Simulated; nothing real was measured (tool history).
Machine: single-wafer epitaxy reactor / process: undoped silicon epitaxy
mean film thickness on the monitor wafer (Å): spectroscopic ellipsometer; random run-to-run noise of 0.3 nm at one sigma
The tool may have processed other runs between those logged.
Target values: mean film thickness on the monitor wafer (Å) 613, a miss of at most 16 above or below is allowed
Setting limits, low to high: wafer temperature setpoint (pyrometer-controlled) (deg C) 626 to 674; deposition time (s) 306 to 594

run,hour,wafer temperature setpoint (pyrometer-controlled) (deg C),deposition time (s),mean film thickness on the monitor wafer (Å)
1,0,650,450,800.78
2,6,647,449,746.55
3,8.7,647,404,681.26
4,17.9,651,404,727.8
5,23.8,649,403,702.99
6,31.2,649,464,802.55
7,36.4,646,463,757.55
8,43.1,643,462,717.11
9,49.3,641,461,676.23
10,52.1,640,461,673.88
11,53.2,639,461,659.32
12,60.6,638,461,644.53

Which of these 5 next moves meets every target?
A,68,639,458,?
B,68,628,520,?
C,68,645,416,?
D,68,633,487,?
E,68,642,445,?

move,mean film thickness on the monitor wafer (Å)
A,648.52
B,586.6
C,665.4
D,609.56
E,669.83
A: its largest miss is bigger than the last run's
B: pushes the last run's worst result past its target
C: its largest miss is bigger than the last run's
D: all results land within tolerance of their targets
E: its largest miss is bigger than the last run's
Correct choice: D, which meets every target
